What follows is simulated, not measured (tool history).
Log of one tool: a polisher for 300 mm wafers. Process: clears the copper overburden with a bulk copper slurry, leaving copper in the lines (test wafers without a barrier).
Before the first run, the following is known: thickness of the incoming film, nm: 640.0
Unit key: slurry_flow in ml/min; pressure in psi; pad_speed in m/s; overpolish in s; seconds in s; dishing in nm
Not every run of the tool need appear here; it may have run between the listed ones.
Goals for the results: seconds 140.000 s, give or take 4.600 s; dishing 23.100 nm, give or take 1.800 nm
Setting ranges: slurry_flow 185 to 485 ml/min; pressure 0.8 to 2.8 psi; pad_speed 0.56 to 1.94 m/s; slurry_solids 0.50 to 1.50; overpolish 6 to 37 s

run,hour,slurry_flow,pressure,pad_speed,slurry_solids,overpolish,seconds,dishing
1,0.0,310,1.8,1.24,1.00,19,93.012,34.834
2,5.2,310,1.6,1.26,1.00,16,99.564,33.110
3,8.2,310,1.6,1.26,1.15,16,95.026,32.852
4,10.6,310,1.6,1.50,1.15,16,84.300,34.213
5,18.9,315,1.4,1.40,1.25,14,94.539,32.082
6,26.7,310,1.3,1.32,1.30,12,104.000,27.742
7,33.4,305,1.2,1.30,1.30,12,110.790,28.204
8,42.1,305,1.1,1.28,1.30,11,118.460,25.177
9,48.8,305,1.0,1.28,1.30,11,122.980,24.408
10,55.3,305,1.0,1.26,1.30,12,127.310,25.810
11,63.2,305,0.8,1.26,1.30,7,142.690,16.941
12,69.6,305,0.8,1.24,1.35,8,141.620,18.534
13,72.1,305,0.8,1.24,1.35,8,144.610,18.513
14,78.7,305,0.8,1.24,1.35,9,144.530,20.297

Consider the 5 candidate settings below. Which is the only one whose results all fall within their allowed miss of target?
A,85.3,255,0.8,1.18,1.40,7,?,?
B,85.3,280,0.8,1.28,1.25,9,?,?
C,85.3,280,0.9,1.16,1.30,8,?,?
D,85.3,295,0.9,1.16,1.45,11,?,?
E,85.3,310,0.9,1.10,1.45,7,?,?

move,seconds,dishing
A,149.420,16.319
B,143.360,19.855
C,143.200,18.498
D,138.900,22.902
E,143.570,16.851
A: lands further from the targets than the last run did
B: lands further from the targets than the last run did
C: lands further from the targets than the last run did
D: every result within its allowed miss
E: lands further from the targets than the last run did
So the answer is move D, the one that meets all the targets.

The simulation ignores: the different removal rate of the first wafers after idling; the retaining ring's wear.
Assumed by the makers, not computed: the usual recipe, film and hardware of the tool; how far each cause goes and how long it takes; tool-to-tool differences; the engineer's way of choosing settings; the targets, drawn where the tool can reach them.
